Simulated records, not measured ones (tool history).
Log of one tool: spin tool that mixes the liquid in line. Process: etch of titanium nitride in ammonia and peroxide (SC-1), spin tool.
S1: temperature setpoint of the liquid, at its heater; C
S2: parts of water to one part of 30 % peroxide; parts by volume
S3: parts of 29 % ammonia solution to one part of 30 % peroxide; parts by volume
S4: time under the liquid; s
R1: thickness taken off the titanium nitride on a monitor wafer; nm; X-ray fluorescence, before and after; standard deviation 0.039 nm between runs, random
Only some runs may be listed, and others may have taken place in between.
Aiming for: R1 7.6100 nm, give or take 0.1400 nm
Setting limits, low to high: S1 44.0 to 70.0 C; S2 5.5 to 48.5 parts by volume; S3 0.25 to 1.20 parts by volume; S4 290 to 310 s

Run 1, day 0.000: S1 60.0 C, S2 27.0 parts by volume, S3 0.95 parts by volume, S4 290 s. Result: R1 20.6300 nm.
Run 2, day 0.358: S1 60.0 C, S2 27.0 parts by volume, S3 0.80 parts by volume, S4 290 s. Result: R1 19.9050 nm.
Run 3, day 0.638: S1 60.0 C, S2 27.0 parts by volume, S3 1.10 parts by volume, S4 290 s. Result: R1 20.8650 nm.
Run 4, day 0.733: S1 60.0 C, S2 27.0 parts by volume, S3 0.85 parts by volume, S4 290 s. Result: R1 20.0740 nm.
Run 5, day 1.029: S1 65.5 C, S2 27.0 parts by volume, S3 0.85 parts by volume, S4 290 s. Result: R1 28.5060 nm.
Run 6, day 1.150: S1 65.5 C, S2 27.0 parts by volume, S3 0.70 parts by volume, S4 290 s. Result: R1 27.3920 nm.
At day 1.450: thermometer replaced.
Run 7, day 1.450: S1 59.0 C, S2 27.0 parts by volume, S3 0.70 parts by volume, S4 290 s. Result: R1 15.6180 nm.
Run 8, day 1.804: S1 56.0 C, S2 27.0 parts by volume, S3 0.70 parts by volume, S4 290 s. Result: R1 12.6870 nm.
Run 9, day 1.833: S1 56.0 C, S2 27.0 parts by volume, S3 0.70 parts by volume, S4 290 s. Result: R1 12.6700 nm.
Run 10, day 1.879: S1 54.0 C, S2 27.0 parts by volume, S3 0.70 parts by volume, S4 290 s. Result: R1 11.1240 nm.
Run 11, day 2.212: S1 52.5 C, S2 27.0 parts by volume, S3 0.70 parts by volume, S4 290 s. Result: R1 9.9748 nm.
Run 12, day 2.533: S1 52.5 C, S2 27.0 parts by volume, S3 0.70 parts by volume, S4 290 s. Result: R1 10.0050 nm.
Run 13, day 2.617: S1 51.5 C, S2 27.0 parts by volume, S3 0.70 parts by volume, S4 290 s. Result: R1 9.3858 nm.
Run 14, day 2.946: S1 51.5 C, S2 27.0 parts by volume, S3 0.70 parts by volume, S4 290 s. Result: R1 9.2921 nm.
Run 15, day 3.088: S1 50.5 C, S2 27.0 parts by volume, S3 0.70 parts by volume, S4 290 s. Result: R1 8.8050 nm.
Run 16, day 3.212: S1 50.0 C, S2 27.0 parts by volume, S3 0.70 parts by volume, S4 290 s. Result: R1 8.3520 nm.
Run 17, day 3.258: S1 49.5 C, S2 27.0 parts by volume, S3 0.70 parts by volume, S4 290 s. Result: R1 8.0990 nm.
Run 18, day 3.354: S1 49.5 C, S2 27.0 parts by volume, S3 0.70 parts by volume, S4 290 s. Result: R1 8.0960 nm.
Run 19, day 3.596: S1 49.0 C, S2 27.0 parts by volume, S3 0.70 parts by volume, S4 290 s. Result: R1 7.8340 nm.

Which one of the following 4 next-run settings gets every result inside its allowed miss? There is exactly one.
Run A, day 3.838: S1 50.5 C, S2 29.0 parts by volume, S3 0.55 parts by volume, S4 290 s. Result: R1 ?.
Run B, day 3.838: S1 48.5 C, S2 28.0 parts by volume, S3 0.80 parts by volume, S4 310 s. Result: R1 ?.
Run C, day 3.838: S1 48.5 C, S2 29.5 parts by volume, S3 0.90 parts by volume, S4 310 s. Result: R1 ?.
Run D, day 3.838: S1 47.0 C, S2 24.5 parts by volume, S3 0.95 parts by volume, S4 290 s. Result: R1 ?.

move      R1
   A  7.9568
   B  8.0912
   C  8.0282
   D  7.5687
A: further off than the last run
B: further off than the last run
C: further off than the last run
D: every result lands within tolerance
Go with D: it meets all targets.

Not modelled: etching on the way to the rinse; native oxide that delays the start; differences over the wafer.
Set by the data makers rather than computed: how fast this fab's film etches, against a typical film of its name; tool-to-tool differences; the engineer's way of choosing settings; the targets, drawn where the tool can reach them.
